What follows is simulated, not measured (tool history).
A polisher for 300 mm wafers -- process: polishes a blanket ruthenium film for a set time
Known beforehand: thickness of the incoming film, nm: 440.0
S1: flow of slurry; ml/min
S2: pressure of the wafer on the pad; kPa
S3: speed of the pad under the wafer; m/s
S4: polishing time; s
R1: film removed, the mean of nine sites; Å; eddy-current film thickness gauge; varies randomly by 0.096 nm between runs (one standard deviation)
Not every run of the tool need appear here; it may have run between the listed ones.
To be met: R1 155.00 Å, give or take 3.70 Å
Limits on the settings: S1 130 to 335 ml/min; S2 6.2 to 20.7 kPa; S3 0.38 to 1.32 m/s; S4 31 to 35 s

run,day,S1,S2,S3,S4,R1
1,0.000,215,13.1,0.84,35,255.99
2,0.233,210,11.0,0.84,35,222.27
3,0.388,205,9.7,0.84,35,199.53
4,0.646,205,9.7,0.84,35,197.85
5,0.750,205,9.7,1.02,35,229.49
6,0.800,200,8.3,0.98,35,197.60
7,0.925,190,7.6,0.96,35,180.83
8,1.175,175,6.9,0.96,35,168.31
# day 1.458: worn pad replaced by a new one
9,1.458,165,6.9,0.96,35,177.15
10,1.812,190,6.9,0.96,35,178.47
11,2.038,175,6.9,0.94,35,174.35
12,2.150,175,6.9,0.92,35,173.67
13,2.242,175,6.9,0.90,35,170.01

Which of these 4 next moves meets every target?
A,2.333,165,6.9,1.08,32,?
B,2.333,165,9.0,0.64,34,?
C,2.333,155,7.6,0.78,35,?
D,2.333,190,7.6,0.82,34,?

move,R1
A,175.26
B,155.35
C,160.18
D,165.67
A: the biggest miss grows against the last run
B: hits every target within its allowed miss
C: better than the last run, though not everything is in spec
D: better than the last run, though not everything is in spec
B meets every target.
